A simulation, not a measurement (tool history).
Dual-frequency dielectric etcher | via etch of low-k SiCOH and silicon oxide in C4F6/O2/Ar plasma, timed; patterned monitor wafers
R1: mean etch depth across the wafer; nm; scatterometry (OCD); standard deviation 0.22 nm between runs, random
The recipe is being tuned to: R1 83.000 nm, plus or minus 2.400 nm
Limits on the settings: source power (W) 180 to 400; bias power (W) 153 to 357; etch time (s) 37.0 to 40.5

run 1 hour=0.0 | source_power_(W)=290 bias_power_(W)=255 etch_time_(s)=40.5 | R1=97.512
run 2 hour=8.3 | source_power_(W)=320 bias_power_(W)=255 etch_time_(s)=40.5 | R1=103.400
run 3 hour=14.4 | source_power_(W)=300 bias_power_(W)=248 etch_time_(s)=40.5 | R1=98.627
run 4 hour=17.8 | source_power_(W)=280 bias_power_(W)=242 etch_time_(s)=40.5 | R1=93.810
run 5 hour=22.7 | source_power_(W)=270 bias_power_(W)=239 etch_time_(s)=40.5 | R1=91.315
run 6 hour=29.9 | source_power_(W)=260 bias_power_(W)=237 etch_time_(s)=40.5 | R1=89.072
run 7 hour=38.1 | source_power_(W)=220 bias_power_(W)=224 etch_time_(s)=40.0 | R1=76.831
run 8 hour=42.2 | source_power_(W)=230 bias_power_(W)=225 etch_time_(s)=40.0 | R1=79.075
run 9 hour=43.3 | source_power_(W)=230 bias_power_(W)=226 etch_time_(s)=40.0 | R1=79.364
run 10 hour=51.7 | source_power_(W)=230 bias_power_(W)=227 etch_time_(s)=40.0 | R1=79.427
run 11 hour=53.8 | source_power_(W)=230 bias_power_(W)=228 etch_time_(s)=40.0 | R1=79.728
run 12 hour=54.4 | source_power_(W)=230 bias_power_(W)=229 etch_time_(s)=40.0 | R1=79.438
run 13 hour=58.5 | source_power_(W)=230 bias_power_(W)=230 etch_time_(s)=40.0 | R1=79.774
run 14 hour=65.0 | source_power_(W)=230 bias_power_(W)=231 etch_time_(s)=40.0 | R1=80.121
run 15 hour=71.7 | source_power_(W)=250 bias_power_(W)=240 etch_time_(s)=40.0 | R1=85.954

Next run, 5 choices. One meets every target within its allowed miss, the rest don't. Which?
run A hour=78.4 | source_power_(W)=280 bias_power_(W)=228 etch_time_(s)=39.0 | R1=?
run B hour=78.4 | source_power_(W)=270 bias_power_(W)=226 etch_time_(s)=40.5 | R1=?
run C hour=78.4 | source_power_(W)=220 bias_power_(W)=273 etch_time_(s)=38.0 | R1=?
run D hour=78.4 | source_power_(W)=250 bias_power_(W)=239 etch_time_(s)=38.5 | R1=?
run E hour=78.4 | source_power_(W)=240 bias_power_(W)=263 etch_time_(s)=40.5 | R1=?

move=A R1=88.507
move=B R1=89.531
move=C R1=78.505
move=D R1=82.664
move=E R1=87.741
A: moves away from the targets compared with the last run
B: moves away from the targets compared with the last run
C: takes the biggest miss from the last run beyond its target
D: meets every target
E: moves away from the targets compared with the last run
D meets every target.
